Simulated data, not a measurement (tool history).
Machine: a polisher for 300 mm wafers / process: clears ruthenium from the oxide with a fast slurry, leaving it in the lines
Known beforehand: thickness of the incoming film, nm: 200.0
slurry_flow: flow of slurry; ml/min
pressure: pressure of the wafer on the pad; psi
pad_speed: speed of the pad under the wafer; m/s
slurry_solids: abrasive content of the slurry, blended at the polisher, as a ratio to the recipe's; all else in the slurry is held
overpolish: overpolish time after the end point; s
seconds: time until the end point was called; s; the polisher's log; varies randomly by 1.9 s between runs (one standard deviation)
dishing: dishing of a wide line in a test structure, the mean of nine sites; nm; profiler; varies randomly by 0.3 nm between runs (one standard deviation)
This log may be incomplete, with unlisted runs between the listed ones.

run  hour  slurry_flow  pressure  pad_speed  slurry_solids  overpolish  seconds  dishing
  1     0          155       2.2       1.24              1          12   49.107   46.209
  2   3.4          155       2.1       1.18              1          12    54.21   43.084
  3  10.7          155       2.1       1.02              1          12   61.143   38.316
  4  14.9          155       2.1       1.02            0.9          12   65.346   36.176
  5  21.9          130       2.1       1.02            0.9          12   65.858   34.633
  6  27.7          130         2       0.98            0.9          12   72.578   34.306
  7  28.5          125       1.4       0.66           0.85          11   139.06    16.42

Run 8 has not been measured yet. What should we expect?
  8  36.4          120       1.3       0.66           0.85          13        ?        ?

seconds: 150.1 s
dishing: 18.083 nm

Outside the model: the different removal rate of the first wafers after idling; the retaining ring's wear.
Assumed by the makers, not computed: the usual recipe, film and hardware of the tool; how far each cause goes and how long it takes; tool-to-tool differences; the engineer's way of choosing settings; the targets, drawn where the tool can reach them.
